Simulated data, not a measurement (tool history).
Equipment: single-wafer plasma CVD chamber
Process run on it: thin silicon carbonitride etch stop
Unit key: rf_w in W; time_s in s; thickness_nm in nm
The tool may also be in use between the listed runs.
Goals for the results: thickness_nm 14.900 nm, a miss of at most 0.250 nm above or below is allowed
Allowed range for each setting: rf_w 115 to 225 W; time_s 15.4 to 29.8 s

run	hour	rf_w	time_s	thickness_nm
1	0.0	170	22.6	12.104
2	8.1	175	22.9	12.415
3	10.9	155	22.9	11.908
4	14.0	155	24.0	12.563
5	22.6	160	24.2	12.785
6	30.6	170	24.2	12.989
7	37.2	175	24.4	13.154
8	38.0	180	24.6	13.335
9	46.1	185	24.8	13.561
10	47.4	190	24.9	13.863
11	56.0	195	25.0	13.979
12	60.3	195	25.1	13.990

5 next moves are on the table. One of them brings every result within its allowed miss. Which?
A	64.6	195	23.2	?
B	64.6	190	23.3	?
C	64.6	220	27.3	?
D	64.6	220	25.6	?
E	64.6	175	23.7	?

move	thickness_nm
A	12.952
B	12.908
C	15.802
D	14.818
E	12.810
A: further off than the last run
B: further off than the last run
C: pushes the last run's worst result past its target
D: meets every target
E: further off than the last run
D is the move that brings every result within its allowed miss.

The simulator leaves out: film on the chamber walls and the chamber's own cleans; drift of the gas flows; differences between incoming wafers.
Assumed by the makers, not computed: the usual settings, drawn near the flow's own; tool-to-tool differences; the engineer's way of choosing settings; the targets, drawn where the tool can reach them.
